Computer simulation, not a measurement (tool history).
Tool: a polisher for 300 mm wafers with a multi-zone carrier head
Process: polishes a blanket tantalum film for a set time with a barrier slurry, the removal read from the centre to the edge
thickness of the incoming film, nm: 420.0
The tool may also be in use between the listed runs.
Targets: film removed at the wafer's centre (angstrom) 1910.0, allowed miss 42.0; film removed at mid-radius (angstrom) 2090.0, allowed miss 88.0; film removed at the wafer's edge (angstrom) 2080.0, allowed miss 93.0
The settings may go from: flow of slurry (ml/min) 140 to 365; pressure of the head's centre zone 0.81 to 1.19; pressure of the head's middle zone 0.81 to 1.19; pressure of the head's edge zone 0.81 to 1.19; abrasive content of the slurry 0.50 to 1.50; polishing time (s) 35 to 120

run,hour,flow of slurry (ml/min),pressure of the head's centre zone,pressure of the head's middle zone,pressure of the head's edge zone,abrasive content of the slurry,polishing time (s),film removed at the wafer's centre (angstrom),film removed at mid-radius (angstrom),film removed at the wafer's edge (angstrom)
1,0.0,235,1.00,1.00,1.00,1.00,77,1345.0,1326.7,1365.8
2,5.7,235,1.00,1.02,1.03,1.10,79,1413.4,1464.5,1449.0
3,13.4,235,1.00,1.02,1.05,1.15,81,1484.7,1501.9,1501.3
4,17.9,235,1.00,1.02,1.13,1.15,81,1490.3,1488.6,1559.8
5,26.7,235,0.99,1.03,1.14,1.20,83,1533.4,1571.1,1638.1
6,27.7,240,0.99,1.04,1.15,1.25,85,1585.1,1687.5,1740.3
# hour 29.9: slurry nozzle cleaned
7,29.9,250,1.00,1.05,1.16,1.30,85,1721.5,1811.3,1820.3
8,34.6,295,0.95,1.05,1.19,1.45,88,1783.8,1917.3,1920.9
9,35.9,285,0.96,1.05,1.19,1.45,89,1820.2,1901.5,2016.1
10,38.1,285,0.96,1.06,1.19,1.45,89,1840.0,1937.4,1964.3
11,38.9,275,0.96,1.07,1.19,1.45,90,1850.5,1991.8,1997.1
12,40.7,270,0.96,1.07,1.19,1.45,90,1836.8,1995.3,2055.3
13,42.8,275,0.97,1.08,1.19,1.45,90,1858.1,1996.5,1999.7
14,44.0,270,0.97,1.08,1.19,1.45,90,1857.2,2001.8,2020.2

5 next moves are on the table. One of them brings every result within its allowed miss. Which?
A,45.2,320,0.89,1.19,1.18,1.50,93,?,?,?
B,45.2,220,0.96,1.09,1.18,1.50,95,?,?,?
C,45.2,210,0.81,1.10,1.19,1.45,104,?,?,?
D,45.2,200,0.85,1.02,1.19,1.50,101,?,?,?
E,45.2,230,0.87,1.15,1.19,1.50,102,?,?,?

move,film removed at the wafer's centre (angstrom),film removed at mid-radius (angstrom),film removed at the wafer's edge (angstrom)
A,1843.1,2258.0,2062.1
B,1905.7,2090.9,2049.9
C,1826.8,2274.5,2225.7
D,1835.6,2102.9,2170.8
E,1919.5,2341.6,2215.9
A: further off than the last run
B: meets every target
C: further off than the last run
D: further off than the last run
E: brings the result that was furthest off to its target, and leaves another outside
Move B is the one to make.
